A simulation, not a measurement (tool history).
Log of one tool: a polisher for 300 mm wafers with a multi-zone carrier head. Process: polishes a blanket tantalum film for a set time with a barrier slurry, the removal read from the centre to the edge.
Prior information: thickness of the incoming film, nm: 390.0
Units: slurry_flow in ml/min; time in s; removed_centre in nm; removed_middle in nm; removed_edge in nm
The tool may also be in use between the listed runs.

| run | hour | slurry_flow | centre_zone | middle_zone | edge_zone | slurry_solids | time | removed_centre | removed_middle | removed_edge |
|---|---|---|---|---|---|---|---|---|---|---|
| 1 | 0 | 185 | 1 | 1 | 1 | 1 | 66 | 73.472 | 78.314 | 80.815 |
| 2 | 5.6 | 185 | 1 | 1 | 0.93 | 1 | 66 | 75.799 | 78.955 | 77.352 |
| 3 | 10.3 | 180 | 0.96 | 0.98 | 0.92 | 0.85 | 61 | 64.001 | 67.056 | 65.778 |
| 4 | 18.9 | 180 | 1.01 | 0.98 | 0.92 | 0.85 | 61 | 67.366 | 66.669 | 67.073 |
| 5 | 26.9 | 180 | 1.01 | 0.98 | 0.86 | 0.85 | 61 | 66.455 | 66.22 | 66.011 |
| 6 | 32.4 | 165 | 0.95 | 0.96 | 0.89 | 0.75 | 60 | 58.477 | 58.846 | 60.543 |
| 7 | 35.6 | 155 | 0.91 | 0.97 | 0.88 | 0.7 | 60 | 53.149 | 56.507 | 60.266 |
| 8 | 41 | 170 | 0.91 | 1.06 | 0.84 | 0.5 | 52 | 40.929 | 47.706 | 45.448 |
| 9 | 49.3 | 175 | 0.91 | 1.05 | 0.88 | 0.55 | 52 | 43.969 | 49.48 | 46.742 |
| 10 | 52.5 | 170 | 0.9 | 1.04 | 0.88 | 0.6 | 52 | 43.682 | 50.435 | 48.821 |
| 11 | 54.9 | 170 | 0.9 | 1.04 | 0.88 | 0.6 | 52 | 43.131 | 52.574 | 49.778 |

Run 12 has not been measured yet. What should we expect?
| 12 | 63.1 | 165 | 0.9 | 1.03 | 0.89 | 0.6 | 52 | ? | ? | ? |

removed_centre: 42.758 nm
removed_middle: 50.559 nm
removed_edge: 49.007 nm
